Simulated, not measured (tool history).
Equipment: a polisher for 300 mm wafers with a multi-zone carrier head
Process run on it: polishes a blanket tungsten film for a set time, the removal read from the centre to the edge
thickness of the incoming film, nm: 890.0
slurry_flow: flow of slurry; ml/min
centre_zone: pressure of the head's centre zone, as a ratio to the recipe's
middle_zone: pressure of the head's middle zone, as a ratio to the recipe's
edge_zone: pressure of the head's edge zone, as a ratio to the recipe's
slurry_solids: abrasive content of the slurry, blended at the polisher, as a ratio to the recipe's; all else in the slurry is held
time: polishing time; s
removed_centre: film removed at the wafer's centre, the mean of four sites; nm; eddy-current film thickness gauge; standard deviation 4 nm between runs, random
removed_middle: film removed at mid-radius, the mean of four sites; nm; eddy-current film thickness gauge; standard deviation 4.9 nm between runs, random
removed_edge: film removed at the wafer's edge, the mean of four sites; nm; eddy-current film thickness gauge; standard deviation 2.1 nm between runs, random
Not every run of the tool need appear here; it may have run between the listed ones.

run,hour,slurry_flow,centre_zone,middle_zone,edge_zone,slurry_solids,time,removed_centre,removed_middle,removed_edge
1,0.0,135,1.00,1.00,1.00,1.00,52,288.13,301.17,303.73
2,1.0,135,1.00,1.00,1.00,1.00,42,238.05,244.06,248.29
3,4.1,150,1.04,1.05,1.01,1.15,42,260.95,263.34,259.35
4,6.3,150,1.04,1.05,1.01,1.35,42,260.98,270.98,264.84
5,12.5,150,1.04,1.05,1.01,1.35,49,310.54,318.56,312.17
6,21.5,160,1.05,1.08,0.99,1.35,49,320.48,328.00,313.84
# hour 22.2: edge zone pressure recalibrated
7,22.2,165,1.06,1.11,0.97,1.35,49,315.26,331.87,301.65

Predict the results of run 8:
8,28.8,165,1.06,1.11,0.97,1.35,49,?,?,?

removed_centre: 320.93 nm
removed_middle: 332.61 nm
removed_edge: 303.09 nm

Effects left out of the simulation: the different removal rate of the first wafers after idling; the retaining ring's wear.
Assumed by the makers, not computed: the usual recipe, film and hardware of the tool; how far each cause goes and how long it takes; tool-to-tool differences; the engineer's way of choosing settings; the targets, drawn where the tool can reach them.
